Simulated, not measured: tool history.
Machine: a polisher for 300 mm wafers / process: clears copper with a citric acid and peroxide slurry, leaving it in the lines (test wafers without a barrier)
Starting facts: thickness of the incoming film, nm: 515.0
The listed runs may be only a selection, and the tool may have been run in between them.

| run | hour | flow of slurry (ml/min) | pressure of the wafer on the pad (kPa) | speed of the pad under the wafer (m/s) | abrasive content of the slurry | overpolish time after the end point (s) | time until the end point was called (s) | dishing of a wide line in a test structure (nm) |
|---|---|---|---|---|---|---|---|---|
| 1 | 0.0 | 270 | 28.3 | 1.42 | 1.00 | 30 | 120.28 | 75.533 |
| 2 | 5.4 | 270 | 24.1 | 1.46 | 1.00 | 24 | 137.16 | 58.936 |
| 3 | 11.5 | 275 | 21.4 | 1.48 | 1.05 | 20 | 142.29 | 46.676 |
| 4 | 19.8 | 240 | 21.4 | 1.48 | 1.05 | 20 | 147.23 | 45.790 |
| 5 | 23.0 | 240 | 25.5 | 1.48 | 1.05 | 20 | 126.13 | 52.876 |
| 6 | 31.7 | 215 | 22.1 | 1.50 | 1.20 | 17 | 137.85 | 42.181 |
| 7 | 36.7 | 160 | 14.5 | 1.64 | 1.45 | 9 | 176.67 | 19.147 |
| 8 | 39.1 | 185 | 14.5 | 1.64 | 1.40 | 9 | 173.56 | 19.355 |

The next listed run, before its measurement:
| 9 | 45.2 | 190 | 15.2 | 1.62 | 1.35 | 10 | ? | ? |

time until the end point was called (s): 169.46
dishing of a wide line in a test structure (nm): 21.929
